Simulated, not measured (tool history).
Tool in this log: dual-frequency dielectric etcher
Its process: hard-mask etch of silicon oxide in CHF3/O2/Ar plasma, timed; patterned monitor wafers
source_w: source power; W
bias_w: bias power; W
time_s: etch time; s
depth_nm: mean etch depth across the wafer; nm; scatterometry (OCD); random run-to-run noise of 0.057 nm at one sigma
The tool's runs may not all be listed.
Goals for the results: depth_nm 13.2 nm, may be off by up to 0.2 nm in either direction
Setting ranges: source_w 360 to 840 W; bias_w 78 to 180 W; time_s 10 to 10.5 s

{"run": 1, "hour": 0.0, "source_w": 600, "bias_w": 129, "time_s": 10.5, "depth_nm": 16.707}
{"run": 2, "hour": 5.6, "source_w": 600, "bias_w": 116, "time_s": 10.5, "depth_nm": 16.253}
{"run": 3, "hour": 12.5, "source_w": 570, "bias_w": 113, "time_s": 10.5, "depth_nm": 15.715}
{"run": 4, "hour": 16.9, "source_w": 490, "bias_w": 113, "time_s": 10.5, "depth_nm": 14.497}
{"run": 5, "hour": 25.7, "source_w": 490, "bias_w": 127, "time_s": 10.5, "depth_nm": 14.936}
{"run": 6, "hour": 32.5, "source_w": 490, "bias_w": 107, "time_s": 10.5, "depth_nm": 14.191}
{"run": 7, "hour": 39.7, "source_w": 490, "bias_w": 107, "time_s": 10.5, "depth_nm": 14.19}
{"run": 8, "hour": 45.1, "source_w": 480, "bias_w": 107, "time_s": 10.5, "depth_nm": 13.943}
{"run": 9, "hour": 49.7, "source_w": 480, "bias_w": 107, "time_s": 10.5, "depth_nm": 13.999}
{"run": 10, "hour": 54.4, "source_w": 480, "bias_w": 107, "time_s": 10.5, "depth_nm": 14.084}
{"run": 11, "hour": 57.0, "source_w": 470, "bias_w": 107, "time_s": 10.5, "depth_nm": 13.762}
{"run": 12, "hour": 58.2, "source_w": 450, "bias_w": 107, "time_s": 10.5, "depth_nm": 13.457}
{"run": 13, "hour": 64.1, "source_w": 420, "bias_w": 106, "time_s": 10.5, "depth_nm": 12.89}

Pick the move, out of 4, that brings all results within their allowed miss; only one does.
{"run": "A", "hour": 70.0, "source_w": 470, "bias_w": 95, "time_s": 10, "depth_nm": "?"}
{"run": "B", "hour": 70.0, "source_w": 410, "bias_w": 108, "time_s": 10.5, "depth_nm": "?"}
{"run": "C", "hour": 70.0, "source_w": 480, "bias_w": 103, "time_s": 10, "depth_nm": "?"}
{"run": "D", "hour": 70.0, "source_w": 460, "bias_w": 78, "time_s": 10, "depth_nm": "?"}

move=A depth_nm=12.791
move=B depth_nm=12.707
move=C depth_nm=13.22
move=D depth_nm=12.048
A: misses by more than the last run did
B: misses by more than the last run did
C: every result within its allowed miss
D: misses by more than the last run did
C meets every target.
